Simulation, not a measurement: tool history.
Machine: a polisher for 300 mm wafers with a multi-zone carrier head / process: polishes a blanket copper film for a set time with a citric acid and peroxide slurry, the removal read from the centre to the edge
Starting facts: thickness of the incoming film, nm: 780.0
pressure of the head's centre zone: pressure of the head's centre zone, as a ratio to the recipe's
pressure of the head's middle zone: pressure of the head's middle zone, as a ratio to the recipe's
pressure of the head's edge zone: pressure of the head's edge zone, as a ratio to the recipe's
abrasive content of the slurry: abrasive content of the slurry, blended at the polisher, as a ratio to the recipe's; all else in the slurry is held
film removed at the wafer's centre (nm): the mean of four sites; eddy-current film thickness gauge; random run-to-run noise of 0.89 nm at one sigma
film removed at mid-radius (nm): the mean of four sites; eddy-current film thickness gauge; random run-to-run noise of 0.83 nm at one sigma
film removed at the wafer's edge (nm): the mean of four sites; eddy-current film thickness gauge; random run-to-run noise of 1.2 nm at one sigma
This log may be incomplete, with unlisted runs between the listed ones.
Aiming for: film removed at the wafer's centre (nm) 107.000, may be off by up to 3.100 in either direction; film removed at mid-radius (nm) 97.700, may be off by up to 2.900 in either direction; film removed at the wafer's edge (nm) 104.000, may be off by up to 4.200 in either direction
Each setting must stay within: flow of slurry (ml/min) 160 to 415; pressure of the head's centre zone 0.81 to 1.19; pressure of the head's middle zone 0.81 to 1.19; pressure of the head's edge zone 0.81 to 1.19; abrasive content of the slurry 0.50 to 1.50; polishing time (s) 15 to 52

| run | hour | flow of slurry (ml/min) | pressure of the head's centre zone | pressure of the head's middle zone | pressure of the head's edge zone | abrasive content of the slurry | polishing time (s) | film removed at the wafer's centre (nm) | film removed at mid-radius (nm) | film removed at the wafer's edge (nm) |
|---|---|---|---|---|---|---|---|---|---|---|
| 1 | 0.0 | 265 | 1.00 | 1.00 | 1.00 | 1.00 | 33 | 83.801 | 79.115 | 81.282 |
| 2 | 0.7 | 265 | 0.95 | 1.00 | 1.00 | 1.00 | 33 | 79.014 | 79.543 | 80.232 |
| 3 | 4.3 | 270 | 0.99 | 1.02 | 1.05 | 1.15 | 33 | 84.988 | 82.711 | 85.336 |
| 4 | 10.5 | 280 | 1.02 | 1.04 | 1.09 | 1.25 | 34 | 91.895 | 89.358 | 90.419 |
| 5 | 13.1 | 285 | 1.03 | 1.03 | 1.12 | 1.35 | 35 | 95.670 | 90.723 | 93.508 |
| 6 | 17.5 | 285 | 1.04 | 1.03 | 1.14 | 1.40 | 36 | 100.730 | 95.405 | 99.199 |
| 7 | 25.3 | 290 | 1.05 | 1.03 | 1.15 | 1.45 | 36 | 102.220 | 94.938 | 100.220 |
| 8 | 30.6 | 295 | 1.06 | 1.03 | 1.16 | 1.45 | 36 | 103.420 | 94.918 | 100.890 |
| 9 | 36.5 | 300 | 1.06 | 1.03 | 1.17 | 1.45 | 36 | 103.550 | 94.774 | 104.330 |

Which single option among these 4 for the next run brings every result within its allowed miss of target? Just one does.
| A | 42.4 | 325 | 1.03 | 1.04 | 1.19 | 1.35 | 36 | ? | ? | ? |
| B | 42.4 | 345 | 1.08 | 0.98 | 1.19 | 1.25 | 36 | ? | ? | ? |
| C | 42.4 | 360 | 1.05 | 1.00 | 1.15 | 1.50 | 37 | ? | ? | ? |
| D | 42.4 | 215 | 1.17 | 1.03 | 1.19 | 1.20 | 37 | ? | ? | ? |

| move | film removed at the wafer's centre (nm) | film removed at mid-radius (nm) | film removed at the wafer's edge (nm) |
|---|---|---|---|
| A | 98.562 | 94.917 | 101.280 |
| B | 102.490 | 89.462 | 100.400 |
| C | 105.890 | 96.705 | 104.690 |
| D | 109.330 | 92.087 | 99.863 |
A: misses by more than the last run did
B: misses by more than the last run did
C: every result within its allowed miss
D: puts the biggest miss on target and leaves a different result outside tolerance
C is the move that brings every result within its allowed miss.
